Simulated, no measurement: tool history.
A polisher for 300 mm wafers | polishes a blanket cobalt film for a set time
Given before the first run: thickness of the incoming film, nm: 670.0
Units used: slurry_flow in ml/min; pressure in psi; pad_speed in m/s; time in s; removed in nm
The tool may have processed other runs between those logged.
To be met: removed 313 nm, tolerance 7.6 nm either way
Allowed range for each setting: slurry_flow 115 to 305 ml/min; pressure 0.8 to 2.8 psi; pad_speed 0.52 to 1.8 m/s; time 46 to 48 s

run    day  slurry_flow  pressure  pad_speed  time  removed
  1      0          195       1.8       1.16    46   243.09
  2  0.125          205       1.9       1.16    46   261.96
  3  0.317          205       1.9       1.36    46   301.37
  4  0.646          205       1.5       1.36    46   238.58
  5  0.721          205       1.5       1.36    48   251.09
     0.846  -- worn pad replaced by a new one
  6  0.846          235       1.5       1.36    48   290.58
  7  0.962          240       1.5       1.36    48   289.34
  8  1.288          255       1.7       1.36    48    329.6

Of the 4 settings listed for the next run, only one would bring every result within its allowed miss of target. Which one?
  A  1.612          240       1.5       1.46    46        ?
  B  1.612          250       1.6       1.34    47        ?
  C  1.612          260       1.7       1.28    48        ?
  D  1.612          240       1.7       1.28    46        ?

move  removed
   A   300.49
   B   301.95
   C   314.08
   D   298.31
A: pushes the last run's worst result past its target
B: pushes the last run's worst result past its target
C: every result lands within tolerance
D: pushes the last run's worst result past its target
The right move is C.
